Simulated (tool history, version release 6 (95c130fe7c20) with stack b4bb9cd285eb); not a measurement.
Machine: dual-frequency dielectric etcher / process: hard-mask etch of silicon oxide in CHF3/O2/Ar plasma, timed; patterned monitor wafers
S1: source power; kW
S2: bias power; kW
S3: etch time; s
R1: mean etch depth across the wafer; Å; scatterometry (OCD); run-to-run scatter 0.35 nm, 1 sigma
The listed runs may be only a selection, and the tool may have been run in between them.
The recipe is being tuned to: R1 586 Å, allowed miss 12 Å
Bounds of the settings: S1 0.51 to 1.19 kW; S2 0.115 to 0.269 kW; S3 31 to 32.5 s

Run 1, hour 0: S1 0.85 kW, S2 0.192 kW, S3 31 s. Result: R1 663.71 Å.
Run 2, hour 1.4: S1 0.79 kW, S2 0.189 kW, S3 31 s. Result: R1 647.28 Å.
Run 3, hour 7.9: S1 0.74 kW, S2 0.189 kW, S3 31 s. Result: R1 631.83 Å.
Run 4, hour 11.6: S1 0.83 kW, S2 0.189 kW, S3 31 s. Result: R1 650.11 Å.
Run 5, hour 14.9: S1 0.83 kW, S2 0.189 kW, S3 31 s. Result: R1 650.76 Å.
Run 6, hour 22.5: S1 0.83 kW, S2 0.172 kW, S3 31 s. Result: R1 621.11 Å.
Run 7, hour 24.1: S1 0.8 kW, S2 0.17 kW, S3 31 s. Result: R1 607.02 Å.
Run 8, hour 29.8: S1 0.78 kW, S2 0.169 kW, S3 31 s. Result: R1 612.84 Å.
Run 9, hour 34.6: S1 0.66 kW, S2 0.158 kW, S3 31 s. Result: R1 567.59 Å.

Which one of the following 5 next-run settings gets every result inside its allowed miss? There is exactly one.
Run A, hour 39.4: S1 0.75 kW, S2 0.155 kW, S3 32.5 s. Result: R1 ?.
Run B, hour 39.4: S1 0.71 kW, S2 0.149 kW, S3 32.5 s. Result: R1 ?.
Run C, hour 39.4: S1 0.74 kW, S2 0.139 kW, S3 32 s. Result: R1 ?.
Run D, hour 39.4: S1 0.7 kW, S2 0.162 kW, S3 32.5 s. Result: R1 ?.
Run E, hour 39.4: S1 0.63 kW, S2 0.151 kW, S3 32 s. Result: R1 ?.

move      R1
   A  604.42
   B   585.5
   C   558.8
   D  611.22
   E  568.59
A: moves the result that the last run missed by most past its target, out the other side
B: hits every target within its allowed miss
C: moves away from the targets compared with the last run
D: moves the result that the last run missed by most past its target, out the other side
E: closes in on the targets versus the last run, not all within tolerance yet
B is the move that brings every result within its allowed miss.
